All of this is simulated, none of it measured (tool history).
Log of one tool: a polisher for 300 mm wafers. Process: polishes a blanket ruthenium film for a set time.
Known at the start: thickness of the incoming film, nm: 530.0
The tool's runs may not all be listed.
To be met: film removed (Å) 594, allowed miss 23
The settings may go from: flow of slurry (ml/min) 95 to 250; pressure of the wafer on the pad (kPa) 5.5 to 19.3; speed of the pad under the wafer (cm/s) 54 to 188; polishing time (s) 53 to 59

run	hour	flow of slurry (ml/min)	pressure of the wafer on the pad (kPa)	speed of the pad under the wafer (cm/s)	polishing time (s)	film removed (Å)
1	0	160	12.4	120	59	813.09
2	4.1	160	11.7	120	59	763.2
3	5	160	11	120	59	719.59
4	5.9	160	13.1	120	59	858.23
5	9.9	160	13.1	140	59	990.89
6	15.3	160	13.1	126	59	879.54
7	16.9	160	11.7	126	59	792.52
8	20.6	160	11	126	59	759.81
9	27.5	160	10.3	126	59	708.47
10	32.9	160	9.7	126	59	661.84

Which of these 4 next moves meets every target?
A	38.3	190	8.3	134	56	?
B	38.3	160	12.4	102	58	?
C	38.3	155	8.3	146	59	?
D	38.3	125	10.3	118	59	?

move	film removed (Å)
A	586.6
B	672
C	651.76
D	631.64
A: meets every target
B: further off than the last run
C: nearer than the last run, and not there yet
D: nearer than the last run, and not there yet
The right move is A.
